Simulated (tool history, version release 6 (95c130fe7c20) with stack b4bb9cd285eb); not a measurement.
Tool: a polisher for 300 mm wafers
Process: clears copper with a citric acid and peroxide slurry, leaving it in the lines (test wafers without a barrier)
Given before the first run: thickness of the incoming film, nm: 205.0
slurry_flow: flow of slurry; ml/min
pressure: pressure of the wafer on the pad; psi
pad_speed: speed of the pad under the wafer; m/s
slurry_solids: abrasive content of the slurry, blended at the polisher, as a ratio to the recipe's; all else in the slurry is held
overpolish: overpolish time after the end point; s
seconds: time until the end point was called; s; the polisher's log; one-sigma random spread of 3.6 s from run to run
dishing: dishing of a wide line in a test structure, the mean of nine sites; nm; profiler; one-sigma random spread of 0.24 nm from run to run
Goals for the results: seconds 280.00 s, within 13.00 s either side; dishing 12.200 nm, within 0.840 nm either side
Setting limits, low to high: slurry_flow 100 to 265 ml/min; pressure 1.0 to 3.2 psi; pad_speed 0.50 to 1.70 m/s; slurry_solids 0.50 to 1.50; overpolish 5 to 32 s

run,hour,slurry_flow,pressure,pad_speed,slurry_solids,overpolish,seconds,dishing
1,0.0,170,2.1,1.10,1.00,16,120.55,17.349
2,4.3,170,2.1,1.10,1.00,20,119.13,21.436
3,11.0,210,2.1,1.10,1.00,20,118.06,21.592
4,15.7,210,1.8,1.10,1.00,20,135.94,18.819
5,18.2,210,1.6,1.02,1.00,21,163.47,17.020
6,22.8,210,1.6,1.18,1.00,21,140.21,19.577
7,25.7,210,1.5,1.10,1.00,22,160.05,17.914
8,27.5,210,1.4,1.04,1.00,23,177.86,16.921
9,32.1,190,1.0,0.74,0.95,25,333.57,10.381

4 next moves are on the table. One of them brings every result within its allowed miss. Which?
A,36.7,180,1.1,0.82,0.95,29,?,?
B,36.7,150,1.4,0.76,0.70,25,?,?
C,36.7,160,1.0,0.80,0.90,28,?,?
D,36.7,200,1.1,0.72,0.95,31,?,?

move,seconds,dishing
A,279.89,13.781
B,281.30,12.111
C,319.59,11.827
D,310.50,13.346
A: meets the target for the result that was furthest off, but another lies outside its allowed miss
B: every result within its allowed miss
C: nearer than the last run, and not there yet
D: nearer than the last run, and not there yet
Move B is the one to make.

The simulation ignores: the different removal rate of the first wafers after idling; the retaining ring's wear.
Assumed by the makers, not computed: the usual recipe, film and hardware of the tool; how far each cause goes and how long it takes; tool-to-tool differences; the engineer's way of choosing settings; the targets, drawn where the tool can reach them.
